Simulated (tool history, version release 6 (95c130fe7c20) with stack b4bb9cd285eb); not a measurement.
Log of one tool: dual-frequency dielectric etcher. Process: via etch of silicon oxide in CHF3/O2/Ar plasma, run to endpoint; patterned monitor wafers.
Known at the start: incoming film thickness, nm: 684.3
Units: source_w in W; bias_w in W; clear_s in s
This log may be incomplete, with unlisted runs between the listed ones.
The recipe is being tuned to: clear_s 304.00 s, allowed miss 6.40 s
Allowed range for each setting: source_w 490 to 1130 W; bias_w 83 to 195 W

| run | hour | source_w | bias_w | clear_s |
|---|---|---|---|---|
| 1 | 0.0 | 810 | 139 | 333.30 |
| 2 | 5.1 | 810 | 128 | 339.20 |
| 3 | 14.0 | 840 | 129 | 332.08 |
| 4 | 14.6 | 840 | 119 | 342.03 |
| 5 | 17.6 | 840 | 110 | 347.92 |
| 6 | 24.7 | 710 | 110 | 372.28 |
| 7 | 30.8 | 760 | 112 | 360.14 |
| 8 | 33.9 | 920 | 125 | 324.44 |
| 9 | 41.5 | 940 | 126 | 321.03 |

Exercise: of the 5 proposed moves below, exactly one satisfies all targets within the stated allowed misses. Which move is it?
| A | 49.1 | 1040 | 138 | ? |
| B | 49.1 | 1090 | 147 | ? |
| C | 49.1 | 890 | 97 | ? |
| D | 49.1 | 860 | 128 | ? |
| E | 49.1 | 770 | 127 | ? |

| move | clear_s |
|---|---|
| A | 299.93 |
| B | 289.34 |
| C | 349.79 |
| D | 329.98 |
| E | 345.40 |
A: all results land within tolerance of their targets
B: the result that was furthest off in the last run now lies on the other side of its target
C: moves away from the targets compared with the last run
D: moves away from the targets compared with the last run
E: moves away from the targets compared with the last run
The right move is A.
